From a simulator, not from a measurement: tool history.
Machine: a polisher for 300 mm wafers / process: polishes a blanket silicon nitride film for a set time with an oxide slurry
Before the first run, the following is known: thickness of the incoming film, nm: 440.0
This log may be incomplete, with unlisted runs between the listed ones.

run,hour,flow of slurry (ml/min),pressure of the wafer on the pad (kPa),speed of the pad under the wafer (m/s),abrasive content of the slurry,polishing time (s),film removed (Å)
1,0.0,250,30.3,0.88,1.0,91,565.38
2,7.4,250,31.7,0.88,1.0,91,594.53
3,9.4,250,35.2,0.88,1.0,91,633.86
4,17.1,250,36.5,0.88,1.0,91,645.14
5,26.1,250,37.9,0.88,1.0,91,669.53
6,30.7,300,37.9,0.88,1.0,91,676.74
7,39.6,300,46.2,0.90,1.0,91,805.59

Run 8 has not been measured yet. What should we expect?
8,40.8,300,46.9,0.94,1.0,91,?

{"run 8": {"film removed (Å)": 823.44}}
